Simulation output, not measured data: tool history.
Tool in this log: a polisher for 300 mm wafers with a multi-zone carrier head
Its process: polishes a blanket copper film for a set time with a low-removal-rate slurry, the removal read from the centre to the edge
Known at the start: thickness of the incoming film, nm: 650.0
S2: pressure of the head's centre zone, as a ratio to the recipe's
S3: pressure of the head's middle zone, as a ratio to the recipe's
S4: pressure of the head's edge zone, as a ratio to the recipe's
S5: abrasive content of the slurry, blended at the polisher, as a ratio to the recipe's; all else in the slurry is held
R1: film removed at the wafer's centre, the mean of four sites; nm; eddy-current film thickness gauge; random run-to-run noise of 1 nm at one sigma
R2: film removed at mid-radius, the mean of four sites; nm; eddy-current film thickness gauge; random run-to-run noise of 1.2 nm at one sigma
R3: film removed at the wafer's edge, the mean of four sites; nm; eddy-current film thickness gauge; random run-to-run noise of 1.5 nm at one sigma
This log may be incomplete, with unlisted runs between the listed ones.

run 1 hour=0 | flow_of_slurry_(ml/min)=320 S2=1 S3=1 S4=1 S5=1 polishing_time_(s)=47 | R1=140.08 R2=141.69 R3=141.07
run 2 hour=2.6 | flow_of_slurry_(ml/min)=320 S2=1 S3=1.06 S4=1 S5=1 polishing_time_(s)=47 | R1=140.53 R2=146.41 R3=141.47
run 3 hour=7.3 | flow_of_slurry_(ml/min)=320 S2=1 S3=1.06 S4=1 S5=0.9 polishing_time_(s)=47 | R1=140.02 R2=144.77 R3=139.72
run 4 hour=15.1 | flow_of_slurry_(ml/min)=320 S2=1 S3=1.13 S4=1 S5=0.9 polishing_time_(s)=47 | R1=138.34 R2=153.26 R3=137.22
run 5 hour=18.2 | flow_of_slurry_(ml/min)=310 S2=0.96 S3=1.12 S4=1.02 S5=0.9 polishing_time_(s)=47 | R1=131.22 R2=152.01 R3=138.99
run 6 hour=23 | flow_of_slurry_(ml/min)=310 S2=0.96 S3=1.12 S4=0.96 S5=0.9 polishing_time_(s)=47 | R1=133.02 R2=151.75 R3=135.74
run 7 hour=25.2 | flow_of_slurry_(ml/min)=300 S2=0.93 S3=1.11 S4=0.98 S5=0.9 polishing_time_(s)=47 | R1=129.18 R2=149.17 R3=133.01

Run 8 is up next; what results do you expect?
run 8 hour=29.1 | flow_of_slurry_(ml/min)=305 S2=0.9 S3=1.11 S4=1.03 S5=0.9 polishing_time_(s)=47 | R1=? R2=? R3=?

R1: 125.77 nm
R2: 150.24 nm
R3: 140.14 nm
